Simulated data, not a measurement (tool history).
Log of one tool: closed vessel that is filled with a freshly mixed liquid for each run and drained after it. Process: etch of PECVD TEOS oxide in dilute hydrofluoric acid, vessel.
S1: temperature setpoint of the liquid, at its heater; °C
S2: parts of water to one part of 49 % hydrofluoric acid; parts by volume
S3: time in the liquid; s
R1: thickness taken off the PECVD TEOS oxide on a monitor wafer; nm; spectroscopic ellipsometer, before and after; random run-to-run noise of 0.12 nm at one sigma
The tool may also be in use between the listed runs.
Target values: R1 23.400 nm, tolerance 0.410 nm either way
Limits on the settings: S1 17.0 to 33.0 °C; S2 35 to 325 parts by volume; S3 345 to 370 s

run 1 hour=0.0 | S1=25.0 S2=180 S3=345 | R1=15.650
run 2 hour=4.7 | S1=25.0 S2=215 S3=345 | R1=12.603
run 3 hour=11.7 | S1=26.5 S2=205 S3=345 | R1=14.062
run 4 hour=13.8 | S1=26.5 S2=205 S3=370 | R1=15.070
run 5 hour=17.5 | S1=25.0 S2=205 S3=370 | R1=14.425
run 6 hour=21.6 | S1=26.5 S2=200 S3=370 | R1=15.574
run 7 hour=27.3 | S1=27.5 S2=190 S3=370 | R1=17.105
run 8 hour=32.4 | S1=28.5 S2=185 S3=370 | R1=18.117
run 9 hour=35.3 | S1=29.5 S2=180 S3=370 | R1=19.483
run 10 hour=36.4 | S1=30.0 S2=175 S3=370 | R1=20.658
run 11 hour=43.6 | S1=30.5 S2=175 S3=370 | R1=20.969
run 12 hour=51.2 | S1=31.0 S2=175 S3=370 | R1=21.336
run 13 hour=59.2 | S1=31.5 S2=175 S3=370 | R1=21.691
run 14 hour=59.7 | S1=31.5 S2=175 S3=370 | R1=21.810
run 15 hour=62.3 | S1=32.0 S2=175 S3=370 | R1=21.925

Pick the move, out of 4, that brings all results within their allowed miss; only one does.
run A hour=64.9 | S1=32.5 S2=165 S3=355 | R1=?
run B hour=64.9 | S1=30.5 S2=165 S3=370 | R1=?
run C hour=64.9 | S1=32.0 S2=175 S3=345 | R1=?
run D hour=64.9 | S1=31.0 S2=175 S3=345 | R1=?

move=A R1=23.229
move=B R1=22.576
move=C R1=20.643
move=D R1=19.939
A: every result within its allowed miss
B: closer than the last run, but not yet in spec
C: further off than the last run
D: further off than the last run
So the answer is move A, the one that meets all the targets.

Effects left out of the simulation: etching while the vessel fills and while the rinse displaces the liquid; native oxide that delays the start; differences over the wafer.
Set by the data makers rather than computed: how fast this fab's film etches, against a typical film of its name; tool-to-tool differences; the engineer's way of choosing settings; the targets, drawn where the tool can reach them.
